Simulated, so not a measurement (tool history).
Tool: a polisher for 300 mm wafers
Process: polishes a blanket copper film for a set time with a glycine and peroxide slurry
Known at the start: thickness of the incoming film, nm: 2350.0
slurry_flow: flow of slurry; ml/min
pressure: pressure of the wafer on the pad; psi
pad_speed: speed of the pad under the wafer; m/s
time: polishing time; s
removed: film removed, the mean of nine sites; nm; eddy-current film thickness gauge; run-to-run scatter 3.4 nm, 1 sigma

| run | hour | slurry_flow | pressure | pad_speed | time | removed |
|---|---|---|---|---|---|---|
| 1 | 0 | 205 | 2.4 | 0.88 | 36 | 172.34 |
| 2 | 6 | 250 | 2.4 | 0.88 | 36 | 177.52 |
| 3 | 9.4 | 250 | 2.8 | 0.88 | 36 | 195.97 |
| 4 | 16.3 | 250 | 3 | 0.9 | 36 | 209.32 |
| 5 | 19.8 | 200 | 3 | 0.9 | 36 | 211.39 |
| 6 | 26.2 | 200 | 3.3 | 0.9 | 36 | 227.86 |
| 7 | 27.7 | 200 | 3.4 | 0.9 | 36 | 226.42 |
| 8 | 32.8 | 200 | 3.5 | 0.92 | 36 | 236.5 |

Run 9 has not been measured yet. What should we expect?
| 9 | 35.3 | 200 | 3.5 | 0.94 | 36 | ? |

{"run 9": {"removed": 244.01}}
